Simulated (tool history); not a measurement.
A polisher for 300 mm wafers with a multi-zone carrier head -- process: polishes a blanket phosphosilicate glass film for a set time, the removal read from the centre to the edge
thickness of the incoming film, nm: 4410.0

run  hour  flow of slurry (ml/min)  pressure of the head's centre zone  pressure of the head's middle zone  pressure of the head's edge zone  abrasive content of the slurry  polishing time (s)  film removed at the wafer's centre (Å)  film removed at mid-radius (Å)  film removed at the wafer's edge (Å)
  1     0                      200                                   1                                   1                                 1                               1                  39                                  3976.1                          3787.9                                3870.5
  2   5.6                      200                                   1                                   1                                 1                               1                  46                                  4653.8                          4592.7                                4606.9
  3   7.3                      190                                0.96                                0.98                              0.96                             0.9                  46                                  4260.4                          4341.3                                4287.4
  4  13.5                      190                                1.04                                0.98                              0.96                             0.9                  46                                  4514.9                          4287.8                                4383.8
  5  17.7                      240                                1.04                                0.98                              0.96                             0.9                  46                                  4735.6                          4413.5                                4438.3
  6  21.3                      230                                0.98                                0.95                              0.93                            0.85                  46                                  4364.6                          4176.5                                4265.3
  7  22.8                      215                                0.94                                0.94                              0.91                             0.8                  46                                  4041.8                          4001.8                                4028.2
  8  29.2                      215                                0.94                                0.94                              0.91                             0.8                  46                                  4110.4                          4062.9                                4036.7
  9  37.5                      200                                0.91                                0.93                              0.91                             0.8                  46                                  4010.5                          3830.9                                4016.4
 10  41.5                      165                                0.81                                1.03                              0.84                            0.75                  46                                    3452                          3971.7                                3703.2

What does the tool deliver on the next run?
 11  43.5                      165                                0.82                                1.01                              0.85                            0.75                  46                                       ?                               ?                                     ?

film removed at the wafer's centre (Å): 3436.4
film removed at mid-radius (Å): 3917.2
film removed at the wafer's edge (Å): 3715.5
